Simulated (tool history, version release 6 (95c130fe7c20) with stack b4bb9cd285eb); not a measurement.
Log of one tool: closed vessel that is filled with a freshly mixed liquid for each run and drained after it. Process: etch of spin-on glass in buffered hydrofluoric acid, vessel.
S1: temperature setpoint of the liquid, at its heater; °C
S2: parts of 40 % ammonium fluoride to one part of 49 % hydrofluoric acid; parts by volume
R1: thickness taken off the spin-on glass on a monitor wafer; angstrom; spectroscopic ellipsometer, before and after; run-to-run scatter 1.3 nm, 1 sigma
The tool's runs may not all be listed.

run 1 day=0 | S1=24 S2=16 time_in_the_liquid_(s)=35 | R1=829.34
run 2 day=0.096 | S1=26 S2=15.5 time_in_the_liquid_(s)=35 | R1=987.5
run 3 day=0.442 | S1=23.5 S2=15.5 time_in_the_liquid_(s)=35 | R1=845.33
run 4 day=0.808 | S1=22 S2=15.5 time_in_the_liquid_(s)=35 | R1=781.01
-- day=1.096 thermometer replaced
run 5 day=1.096 | S1=24.5 S2=15.5 time_in_the_liquid_(s)=35 | R1=1007.5
run 6 day=1.146 | S1=26 S2=15.5 time_in_the_liquid_(s)=35 | R1=1085.7

Run 7, settings as shown, results not yet in. Your forecast:
run 7 day=1.375 | S1=26.5 S2=15.5 time_in_the_liquid_(s)=35 | R1=?

{"run 7": {"R1": 1125.6}}

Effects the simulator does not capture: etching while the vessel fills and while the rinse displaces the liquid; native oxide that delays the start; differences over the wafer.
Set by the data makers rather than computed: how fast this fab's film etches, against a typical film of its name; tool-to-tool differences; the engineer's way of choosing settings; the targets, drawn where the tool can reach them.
